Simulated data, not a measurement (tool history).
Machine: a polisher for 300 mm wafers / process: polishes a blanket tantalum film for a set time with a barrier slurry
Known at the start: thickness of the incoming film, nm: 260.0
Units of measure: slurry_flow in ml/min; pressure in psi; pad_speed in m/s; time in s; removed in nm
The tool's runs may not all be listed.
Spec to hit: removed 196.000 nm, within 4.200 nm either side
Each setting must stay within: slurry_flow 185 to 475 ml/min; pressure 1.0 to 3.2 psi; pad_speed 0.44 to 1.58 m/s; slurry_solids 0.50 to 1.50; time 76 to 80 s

run	hour	slurry_flow	pressure	pad_speed	slurry_solids	time	removed
1	0.0	305	2.1	1.00	1.00	76	108.360
2	8.2	305	1.7	1.00	1.00	76	91.239
3	14.4	310	2.1	1.02	1.00	76	111.710
4	14.9	310	1.7	1.02	1.00	76	92.446
5	22.5	315	2.1	1.04	1.00	76	112.490
6	28.7	315	2.4	1.04	1.00	76	125.140
# hour 30.2: worn pad replaced by a new one
7	30.2	315	2.6	1.08	1.00	76	147.150
8	31.4	315	2.8	1.08	1.00	76	157.900
9	38.5	315	2.8	1.08	1.00	76	157.820
10	46.8	315	2.9	1.10	1.00	76	163.880
11	55.3	325	3.0	1.12	1.00	76	172.280
12	59.0	310	3.1	1.12	1.00	76	178.740
13	64.5	335	3.1	1.12	1.00	76	178.070

Which one of the following 5 next-run settings gets every result inside its allowed miss? There is exactly one.
A	70.0	350	3.2	0.98	0.90	77	?
B	70.0	360	3.0	1.26	1.05	79	?
C	70.0	365	3.2	1.22	0.90	78	?
D	70.0	305	3.2	1.08	1.05	78	?
E	70.0	335	3.0	1.16	1.00	79	?

move	removed
A	155.020
B	206.100
C	194.910
D	182.980
E	185.350
A: misses by more than the last run did
B: pushes the last run's worst result past its target
C: all results land within tolerance of their targets
D: nearer the targets than the last run, but a result is still out of spec
E: nearer the targets than the last run, but a result is still out of spec
Move C is the one to make.
